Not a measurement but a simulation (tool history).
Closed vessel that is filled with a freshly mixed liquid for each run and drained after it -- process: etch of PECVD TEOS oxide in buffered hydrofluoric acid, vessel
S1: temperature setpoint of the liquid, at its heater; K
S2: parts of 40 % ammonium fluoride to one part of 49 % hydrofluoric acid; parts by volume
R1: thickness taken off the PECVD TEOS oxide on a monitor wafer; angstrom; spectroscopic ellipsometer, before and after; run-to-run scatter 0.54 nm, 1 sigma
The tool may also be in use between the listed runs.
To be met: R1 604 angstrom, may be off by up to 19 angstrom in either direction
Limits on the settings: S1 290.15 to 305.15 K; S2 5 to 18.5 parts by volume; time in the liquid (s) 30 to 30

{"run": 1, "hour": 0.0, "S1": 297.15, "S2": 11.5, "time in the liquid (s)": 30, "R1": 692.18}
{"run": 2, "hour": 3.2, "S1": 298.65, "S2": 11.5, "time in the liquid (s)": 30, "R1": 746.13}
{"run": 3, "hour": 8.9, "S1": 298.65, "S2": 11.5, "time in the liquid (s)": 30, "R1": 735.19}
{"run": 4, "hour": 12.4, "S1": 298.65, "S2": 11.5, "time in the liquid (s)": 30, "R1": 737.8}
{"run": 5, "hour": 18.7, "S1": 296.65, "S2": 11.5, "time in the liquid (s)": 30, "R1": 658.68}
{"run": 6, "hour": 21.0, "S1": 298.15, "S2": 11.5, "time in the liquid (s)": 30, "R1": 709.68}
{"run": 7, "hour": 30.0, "S1": 297.65, "S2": 11.5, "time in the liquid (s)": 30, "R1": 695.4}
{"run": 8, "hour": 31.2, "S1": 297.15, "S2": 11.5, "time in the liquid (s)": 30, "R1": 683.87}
{"run": 9, "hour": 33.3, "S1": 296.65, "S2": 11.5, "time in the liquid (s)": 30, "R1": 672.19}
{"run": 10, "hour": 40.0, "S1": 296.15, "S2": 11.5, "time in the liquid (s)": 30, "R1": 641.45}

Exactly one of the 4 candidate moves below puts every result within its allowed miss. Which one?
{"run": "A", "hour": 46.7, "S1": 295.65, "S2": 11, "time in the liquid (s)": 30, "R1": "?"}
{"run": "B", "hour": 46.7, "S1": 297.65, "S2": 13.5, "time in the liquid (s)": 30, "R1": "?"}
{"run": "C", "hour": 46.7, "S1": 296.15, "S2": 11, "time in the liquid (s)": 30, "R1": "?"}
{"run": "D", "hour": 46.7, "S1": 299.65, "S2": 13, "time in the liquid (s)": 30, "R1": "?"}

move=A R1=655.02
move=B R1=598.18
move=C R1=673.28
move=D R1=691.58
A: moves away from the targets compared with the last run
B: in spec on every target
C: moves away from the targets compared with the last run
D: moves away from the targets compared with the last run
Answer: B

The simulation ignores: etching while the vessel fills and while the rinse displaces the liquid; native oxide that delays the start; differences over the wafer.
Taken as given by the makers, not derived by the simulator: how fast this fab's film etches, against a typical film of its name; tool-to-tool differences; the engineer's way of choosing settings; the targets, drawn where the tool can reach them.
